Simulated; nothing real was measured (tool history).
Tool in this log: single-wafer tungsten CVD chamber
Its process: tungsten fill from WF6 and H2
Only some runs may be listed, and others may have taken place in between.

run,day,heater temperature setpoint (deg C),chamber pressure (Pa),deposition time (s),mean film thickness on the monitor wafer (Å)
1,0.000,380,3680,21.8,472.57
2,0.329,378,3680,21.8,461.76
3,0.421,376,3680,21.8,440.51
4,0.554,376,4160,21.8,459.65
5,0.912,374,4160,21.8,446.45
# day 1.125: thermocouple changed; heater temperature recalibrated
6,1.125,384,4160,21.8,483.17
7,1.208,380,3906,21.8,438.13
8,1.496,377,3693,21.8,406.34
9,1.529,377,3693,21.8,404.44
10,1.604,376,3693,21.8,398.00
11,1.858,375,3693,21.8,392.45

Estimate the outcome of run 12 from the log above:
12,2.079,374,3693,21.8,?

mean film thickness on the monitor wafer (Å): 384.00

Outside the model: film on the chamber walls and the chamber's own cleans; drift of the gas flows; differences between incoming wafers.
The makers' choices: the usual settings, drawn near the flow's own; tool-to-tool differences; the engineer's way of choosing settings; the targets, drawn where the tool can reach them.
